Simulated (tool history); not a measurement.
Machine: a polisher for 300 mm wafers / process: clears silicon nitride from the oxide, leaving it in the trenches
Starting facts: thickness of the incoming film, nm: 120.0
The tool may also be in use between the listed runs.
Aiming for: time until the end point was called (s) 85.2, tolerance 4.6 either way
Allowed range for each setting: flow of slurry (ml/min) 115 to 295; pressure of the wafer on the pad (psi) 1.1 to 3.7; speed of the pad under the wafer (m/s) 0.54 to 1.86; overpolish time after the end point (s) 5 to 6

run,hour,flow of slurry (ml/min),pressure of the wafer on the pad (psi),speed of the pad under the wafer (m/s),overpolish time after the end point (s),time until the end point was called (s)
1,0,190,2.4,1.18,6,117.72
2,7.3,190,2.7,1.18,6,103.45
3,12.6,190,2.8,1.18,6,99.583
4,16.1,155,2.8,1.18,6,99.881
5,22.1,155,2.5,1.18,6,111.38
6,24,155,2.5,1.18,5,113.37
7,25,155,2.6,1.18,5,112.19
8,30,155,2.7,1.18,5,105.47
9,36.5,155,2.7,1.18,5,107.16

Exactly one of the 4 candidate moves below puts every result within its allowed miss. Which one?
A,43,195,2.4,0.9,5,?
B,43,175,2.6,1.48,6,?
C,43,175,2.2,1.06,5,?
D,43,145,2.7,1.28,6,?

move,time until the end point was called (s)
A,146.96
B,85.192
C,138.55
D,97.321
A: misses by more than the last run did
B: hits every target within its allowed miss
C: misses by more than the last run did
D: nearer the targets than the last run, but a result is still out of spec
Correct choice: B, which meets every target
